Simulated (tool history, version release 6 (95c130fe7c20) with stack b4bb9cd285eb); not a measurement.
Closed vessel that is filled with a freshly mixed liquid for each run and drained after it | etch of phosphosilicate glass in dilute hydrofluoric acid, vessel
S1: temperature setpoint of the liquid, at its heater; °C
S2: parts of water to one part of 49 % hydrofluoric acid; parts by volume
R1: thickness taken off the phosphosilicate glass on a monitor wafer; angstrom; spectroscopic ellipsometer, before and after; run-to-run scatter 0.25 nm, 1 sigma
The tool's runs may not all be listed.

Run 1, hour 0.0: S1 24.0 °C, S2 155 parts by volume, time in the liquid (s) 30. Result: R1 192.49 angstrom.
Run 2, hour 5.6: S1 25.0 °C, S2 145 parts by volume, time in the liquid (s) 30. Result: R1 214.80 angstrom.
Run 3, hour 6.8: S1 26.0 °C, S2 135 parts by volume, time in the liquid (s) 30. Result: R1 243.66 angstrom.
Run 4, hour 13.5: S1 26.5 °C, S2 130 parts by volume, time in the liquid (s) 30. Result: R1 258.96 angstrom.
Run 5, hour 20.8: S1 26.5 °C, S2 110 parts by volume, time in the liquid (s) 30. Result: R1 313.23 angstrom.
Run 6, hour 27.1: S1 28.0 °C, S2 110 parts by volume, time in the liquid (s) 30. Result: R1 335.64 angstrom.
Run 7, hour 34.2: S1 28.5 °C, S2 105 parts by volume, time in the liquid (s) 30. Result: R1 358.46 angstrom.
Run 8, hour 41.8: S1 29.0 °C, S2 105 parts by volume, time in the liquid (s) 30. Result: R1 367.61 angstrom.
Run 9, hour 48.2: S1 29.5 °C, S2 105 parts by volume, time in the liquid (s) 30. Result: R1 370.59 angstrom.

Predict the results of run 10:
Run 10, hour 50.3: S1 29.5 °C, S2 105 parts by volume, time in the liquid (s) 30. Result: R1 ?.

{"run 10": {"R1": 372.05}}
